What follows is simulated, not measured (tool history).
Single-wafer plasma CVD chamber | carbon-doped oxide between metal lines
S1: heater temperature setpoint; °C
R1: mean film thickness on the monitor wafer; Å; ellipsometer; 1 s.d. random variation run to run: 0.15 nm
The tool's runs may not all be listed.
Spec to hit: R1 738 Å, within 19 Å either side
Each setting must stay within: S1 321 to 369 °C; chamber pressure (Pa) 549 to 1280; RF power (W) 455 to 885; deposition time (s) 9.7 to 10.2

{"run": 1, "hour": 0.0, "S1": 345, "chamber pressure (Pa)": 915, "RF power (W)": 670, "deposition time (s)": 10.2, "R1": 648.41}
{"run": 2, "hour": 6.0, "S1": 343, "chamber pressure (Pa)": 927, "RF power (W)": 690, "deposition time (s)": 10.2, "R1": 668.81}
{"run": 3, "hour": 14.0, "S1": 341, "chamber pressure (Pa)": 940, "RF power (W)": 705, "deposition time (s)": 10.2, "R1": 681.27}
{"run": 4, "hour": 21.5, "S1": 346, "chamber pressure (Pa)": 940, "RF power (W)": 705, "deposition time (s)": 10.2, "R1": 674.1}
{"run": 5, "hour": 28.2, "S1": 346, "chamber pressure (Pa)": 940, "RF power (W)": 705, "deposition time (s)": 9.7, "R1": 640.52}
{"run": 6, "hour": 30.0, "S1": 346, "chamber pressure (Pa)": 940, "RF power (W)": 670, "deposition time (s)": 9.7, "R1": 617.6}
{"run": 7, "hour": 31.2, "S1": 346, "chamber pressure (Pa)": 940, "RF power (W)": 670, "deposition time (s)": 9.7, "R1": 616.97}
{"run": 8, "hour": 39.2, "S1": 344, "chamber pressure (Pa)": 944, "RF power (W)": 695, "deposition time (s)": 9.7, "R1": 637.1}
{"run": 9, "hour": 47.5, "S1": 343, "chamber pressure (Pa)": 947, "RF power (W)": 720, "deposition time (s)": 9.7, "R1": 656.05}

Which single option among these 5 for the next run brings every result within its allowed miss of target? Just one does.
{"run": "A", "hour": 55.8, "S1": 343, "chamber pressure (Pa)": 847, "RF power (W)": 705, "deposition time (s)": 9.9, "R1": "?"}
{"run": "B", "hour": 55.8, "S1": 342, "chamber pressure (Pa)": 1041, "RF power (W)": 665, "deposition time (s)": 9.7, "R1": "?"}
{"run": "C", "hour": 55.8, "S1": 336, "chamber pressure (Pa)": 936, "RF power (W)": 780, "deposition time (s)": 10, "R1": "?"}
{"run": "D", "hour": 55.8, "S1": 346, "chamber pressure (Pa)": 953, "RF power (W)": 760, "deposition time (s)": 9.9, "R1": "?"}
{"run": "E", "hour": 55.8, "S1": 339, "chamber pressure (Pa)": 879, "RF power (W)": 730, "deposition time (s)": 9.9, "R1": "?"}

move=A R1=656.58
move=B R1=626.6
move=C R1=736.28
move=D R1=692.92
move=E R1=684.83
A: no nearer and no further than the last run
B: further off than the last run
C: all results land within tolerance of their targets
D: closer than the last run, but not yet in spec
E: closer than the last run, but not yet in spec
So the answer is move C, the one that meets all the targets.
